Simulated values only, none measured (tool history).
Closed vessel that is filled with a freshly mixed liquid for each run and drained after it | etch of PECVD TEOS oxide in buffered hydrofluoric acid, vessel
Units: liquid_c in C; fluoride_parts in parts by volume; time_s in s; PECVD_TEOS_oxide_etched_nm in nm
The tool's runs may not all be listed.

{"run": 1, "hour": 0.0, "liquid_c": 21.0, "fluoride_parts": 8.5, "time_s": 90, "PECVD_TEOS_oxide_etched_nm": 239.17}
{"run": 2, "hour": 6.7, "liquid_c": 21.0, "fluoride_parts": 9.5, "time_s": 90, "PECVD_TEOS_oxide_etched_nm": 216.25}
{"run": 3, "hour": 15.0, "liquid_c": 21.0, "fluoride_parts": 11.0, "time_s": 90, "PECVD_TEOS_oxide_etched_nm": 193.59}
{"run": 4, "hour": 20.4, "liquid_c": 21.0, "fluoride_parts": 11.0, "time_s": 90, "PECVD_TEOS_oxide_etched_nm": 197.15}
{"run": 5, "hour": 21.7, "liquid_c": 21.0, "fluoride_parts": 12.0, "time_s": 90, "PECVD_TEOS_oxide_etched_nm": 176.44}
{"run": 6, "hour": 23.1, "liquid_c": 21.0, "fluoride_parts": 10.0, "time_s": 90, "PECVD_TEOS_oxide_etched_nm": 208.63}
{"run": 7, "hour": 27.3, "liquid_c": 21.5, "fluoride_parts": 10.0, "time_s": 90, "PECVD_TEOS_oxide_etched_nm": 215.06}

The next listed run, before its measurement:
{"run": 8, "hour": 31.4, "liquid_c": 22.0, "fluoride_parts": 10.0, "time_s": 90, "PECVD_TEOS_oxide_etched_nm": "?"}

PECVD_TEOS_oxide_etched_nm: 220.52 nm
